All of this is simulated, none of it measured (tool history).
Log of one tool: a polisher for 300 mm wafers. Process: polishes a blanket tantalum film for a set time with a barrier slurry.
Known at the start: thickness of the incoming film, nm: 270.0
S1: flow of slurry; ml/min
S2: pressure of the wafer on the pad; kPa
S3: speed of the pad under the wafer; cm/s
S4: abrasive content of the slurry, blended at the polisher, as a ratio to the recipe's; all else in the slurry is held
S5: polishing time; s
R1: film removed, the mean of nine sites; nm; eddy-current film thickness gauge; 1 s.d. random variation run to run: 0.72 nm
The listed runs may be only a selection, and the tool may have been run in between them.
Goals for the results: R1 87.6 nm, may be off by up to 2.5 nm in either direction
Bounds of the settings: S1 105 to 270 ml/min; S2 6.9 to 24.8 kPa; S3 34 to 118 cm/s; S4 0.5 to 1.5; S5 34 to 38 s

run	hour	S1	S2	S3	S4	S5	R1
1	0	175	15.9	76	1	38	53.58
2	0.9	200	15.9	76	1	38	54.574
3	3.2	230	15.9	76	1	38	55.732
4	8.6	230	15.9	76	1	38	55.866
5	16.6	230	17.9	76	1	38	63.283
6	24.8	205	17.9	76	1	38	61.993
# hour 27: slurry nozzle cleaned
7	27	210	19.3	76	1	38	70.789
8	35.9	210	20	76	1	38	72.151

4 next moves are on the table. One of them brings every result within its allowed miss. Which?
A	44.8	180	20	74	1	34	?
B	44.8	185	22.1	60	1.05	37	?
C	44.8	270	20	98	1.1	34	?
D	44.8	225	19.3	76	0.75	34	?

move	R1
A	62.597
B	62.04
C	88.803
D	57.355
A: further off than the last run
B: further off than the last run
C: every result within its allowed miss
D: further off than the last run
The move that meets every target is C.
